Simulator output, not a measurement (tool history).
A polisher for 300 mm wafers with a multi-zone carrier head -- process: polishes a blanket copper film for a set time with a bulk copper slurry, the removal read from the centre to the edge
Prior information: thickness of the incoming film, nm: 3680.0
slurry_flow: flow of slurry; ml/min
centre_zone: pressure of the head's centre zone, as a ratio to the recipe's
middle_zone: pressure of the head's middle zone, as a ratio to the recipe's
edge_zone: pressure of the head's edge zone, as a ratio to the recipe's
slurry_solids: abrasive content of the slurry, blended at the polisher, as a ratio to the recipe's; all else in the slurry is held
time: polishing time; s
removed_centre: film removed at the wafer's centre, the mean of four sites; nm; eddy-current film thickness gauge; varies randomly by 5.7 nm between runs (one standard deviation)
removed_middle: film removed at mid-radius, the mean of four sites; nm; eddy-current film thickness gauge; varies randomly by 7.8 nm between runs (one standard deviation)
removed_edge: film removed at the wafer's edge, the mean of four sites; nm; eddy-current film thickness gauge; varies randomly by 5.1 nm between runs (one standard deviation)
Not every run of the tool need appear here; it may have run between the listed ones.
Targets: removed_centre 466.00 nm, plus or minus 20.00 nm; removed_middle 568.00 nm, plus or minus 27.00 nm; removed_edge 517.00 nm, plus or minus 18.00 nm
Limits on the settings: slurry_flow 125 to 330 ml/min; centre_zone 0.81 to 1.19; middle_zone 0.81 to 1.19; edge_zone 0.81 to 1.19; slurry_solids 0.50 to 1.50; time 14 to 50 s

run 1 hour=0.0 | slurry_flow=210 centre_zone=1.00 middle_zone=1.00 edge_zone=1.00 slurry_solids=1.00 time=32 | removed_centre=362.97 removed_middle=375.38 removed_edge=374.79
run 2 hour=5.2 | slurry_flow=210 centre_zone=1.00 middle_zone=1.09 edge_zone=1.00 slurry_solids=1.00 time=32 | removed_centre=360.60 removed_middle=397.23 removed_edge=378.70
run 3 hour=11.9 | slurry_flow=220 centre_zone=0.99 middle_zone=1.12 edge_zone=1.01 slurry_solids=1.10 time=33 | removed_centre=379.75 removed_middle=438.23 removed_edge=402.01
run 4 hour=18.7 | slurry_flow=220 centre_zone=0.99 middle_zone=1.12 edge_zone=1.01 slurry_solids=1.10 time=29 | removed_centre=337.75 removed_middle=385.81 removed_edge=349.42
run 5 hour=27.2 | slurry_flow=220 centre_zone=0.99 middle_zone=1.12 edge_zone=1.06 slurry_solids=1.10 time=29 | removed_centre=340.97 removed_middle=389.60 removed_edge=358.21
run 6 hour=34.8 | slurry_flow=220 centre_zone=0.99 middle_zone=1.12 edge_zone=1.11 slurry_solids=1.10 time=29 | removed_centre=338.34 removed_middle=379.53 removed_edge=367.55
run 7 hour=41.9 | slurry_flow=225 centre_zone=0.99 middle_zone=1.14 edge_zone=1.11 slurry_solids=1.20 time=31 | removed_centre=377.26 removed_middle=424.54 removed_edge=396.13
-- hour=42.6 slurry nozzle cleaned
run 8 hour=42.6 | slurry_flow=240 centre_zone=0.91 middle_zone=1.17 edge_zone=1.19 slurry_solids=1.45 time=39 | removed_centre=463.85 removed_middle=605.71 removed_edge=551.42

Which single option among these 4 for the next run brings every result within its allowed miss of target? Just one does.
run A hour=43.3 | slurry_flow=255 centre_zone=1.04 middle_zone=1.15 edge_zone=1.14 slurry_solids=1.50 time=34 | removed_centre=? removed_middle=? removed_edge=?
run B hour=43.3 | slurry_flow=220 centre_zone=0.95 middle_zone=1.19 edge_zone=1.15 slurry_solids=1.50 time=37 | removed_centre=? removed_middle=? removed_edge=?
run C hour=43.3 | slurry_flow=330 centre_zone=1.06 middle_zone=1.19 edge_zone=1.03 slurry_solids=1.35 time=36 | removed_centre=? removed_middle=? removed_edge=?
run D hour=43.3 | slurry_flow=265 centre_zone=1.12 middle_zone=1.13 edge_zone=1.11 slurry_solids=1.25 time=36 | removed_centre=? removed_middle=? removed_edge=?

move=A removed_centre=459.54 removed_middle=527.21 removed_edge=486.70
move=B removed_centre=457.96 removed_middle=582.80 removed_edge=526.13
move=C removed_centre=497.32 removed_middle=577.13 removed_edge=488.63
move=D removed_centre=502.59 removed_middle=534.45 removed_edge=493.95
A: takes the biggest miss from the last run beyond its target
B: in spec on every target
C: takes the biggest miss from the last run beyond its target
D: takes the biggest miss from the last run beyond its target
B meets every target.
